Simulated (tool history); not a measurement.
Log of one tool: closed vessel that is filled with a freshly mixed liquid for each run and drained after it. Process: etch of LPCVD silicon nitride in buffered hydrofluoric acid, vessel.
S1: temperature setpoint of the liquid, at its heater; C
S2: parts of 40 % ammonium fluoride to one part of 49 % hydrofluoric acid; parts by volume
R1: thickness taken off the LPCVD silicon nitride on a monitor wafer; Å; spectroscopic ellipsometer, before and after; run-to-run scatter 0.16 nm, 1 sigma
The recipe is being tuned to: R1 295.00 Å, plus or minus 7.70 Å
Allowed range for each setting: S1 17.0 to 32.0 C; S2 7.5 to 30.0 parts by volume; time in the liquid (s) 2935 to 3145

{"run": 1, "hour": 0.0, "S1": 24.0, "S2": 21.0, "time in the liquid (s)": 2935, "R1": 190.01}
{"run": 2, "hour": 7.2, "S1": 24.0, "S2": 18.5, "time in the liquid (s)": 2935, "R1": 214.37}
{"run": 3, "hour": 15.7, "S1": 26.0, "S2": 18.5, "time in the liquid (s)": 2935, "R1": 237.97}
{"run": 4, "hour": 19.8, "S1": 26.0, "S2": 18.5, "time in the liquid (s)": 3145, "R1": 255.61}
{"run": 5, "hour": 21.9, "S1": 27.0, "S2": 18.5, "time in the liquid (s)": 3145, "R1": 268.51}
{"run": 6, "hour": 27.9, "S1": 24.5, "S2": 18.5, "time in the liquid (s)": 3145, "R1": 237.72}
{"run": 7, "hour": 29.6, "S1": 25.5, "S2": 18.5, "time in the liquid (s)": 3145, "R1": 248.4}
{"run": 8, "hour": 30.5, "S1": 26.5, "S2": 18.5, "time in the liquid (s)": 3145, "R1": 263.92}

Pick the move, out of 4, that brings all results within their allowed miss; only one does.
{"run": "A", "hour": 31.4, "S1": 24.5, "S2": 19.0, "time in the liquid (s)": 2960, "R1": "?"}
{"run": "B", "hour": 31.4, "S1": 25.5, "S2": 19.0, "time in the liquid (s)": 3055, "R1": "?"}
{"run": "C", "hour": 31.4, "S1": 29.5, "S2": 20.5, "time in the liquid (s)": 3090, "R1": "?"}
{"run": "D", "hour": 31.4, "S1": 28.0, "S2": 16.5, "time in the liquid (s)": 2935, "R1": "?"}

move=A R1=214.20
move=B R1=233.43
move=C R1=273.45
move=D R1=294.71
A: further off than the last run
B: further off than the last run
C: closes in on the targets versus the last run, not all within tolerance yet
D: every result lands within tolerance
The move that meets every target is D.
